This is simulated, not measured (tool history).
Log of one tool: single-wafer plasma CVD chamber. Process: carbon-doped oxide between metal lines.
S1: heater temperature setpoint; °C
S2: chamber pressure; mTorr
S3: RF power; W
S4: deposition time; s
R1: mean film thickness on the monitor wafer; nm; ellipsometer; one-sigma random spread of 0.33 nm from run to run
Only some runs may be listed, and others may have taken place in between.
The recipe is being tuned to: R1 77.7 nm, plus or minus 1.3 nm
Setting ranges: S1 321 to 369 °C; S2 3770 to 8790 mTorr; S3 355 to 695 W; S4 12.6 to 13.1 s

run 1 hour=0 | S1=345 S2=6280 S3=525 S4=12.6 | R1=67.293
run 2 hour=8.1 | S1=345 S2=7110 S3=525 S4=12.6 | R1=67.804
run 3 hour=15.1 | S1=345 S2=7110 S3=525 S4=12.6 | R1=67.379
run 4 hour=21 | S1=345 S2=6690 S3=525 S4=12.6 | R1=66.743
run 5 hour=29.8 | S1=345 S2=7540 S3=525 S4=12.6 | R1=68.017
run 6 hour=33.5 | S1=345 S2=6960 S3=525 S4=12.6 | R1=67.366
run 7 hour=38 | S1=341 S2=7190 S3=550 S4=12.6 | R1=70.525
run 8 hour=46.1 | S1=337 S2=7390 S3=565 S4=12.6 | R1=72.652
run 9 hour=49.2 | S1=337 S2=7390 S3=565 S4=12.6 | R1=72.529
run 10 hour=53.7 | S1=335 S2=7550 S3=580 S4=12.6 | R1=74.337

Exercise: of the 5 proposed moves below, exactly one satisfies all targets within the stated allowed misses. Which move is it?
run A hour=58.2 | S1=334 S2=7900 S3=505 S4=12.6 | R1=?
run B hour=58.2 | S1=324 S2=7480 S3=570 S4=12.7 | R1=?
run C hour=58.2 | S1=338 S2=7590 S3=600 S4=12.6 | R1=?
run D hour=58.2 | S1=332 S2=7190 S3=610 S4=13 | R1=?
run E hour=58.2 | S1=342 S2=7510 S3=535 S4=12.6 | R1=?

move=A R1=68.811
move=B R1=77.42
move=C R1=74.911
move=D R1=79.559
move=E R1=68.96
A: further off than the last run
B: every result lands within tolerance
C: gains on the last run, yet a result remains outside its allowed miss
D: carries the result that was furthest off beyond its target, to the other side
E: further off than the last run
The right move is B.
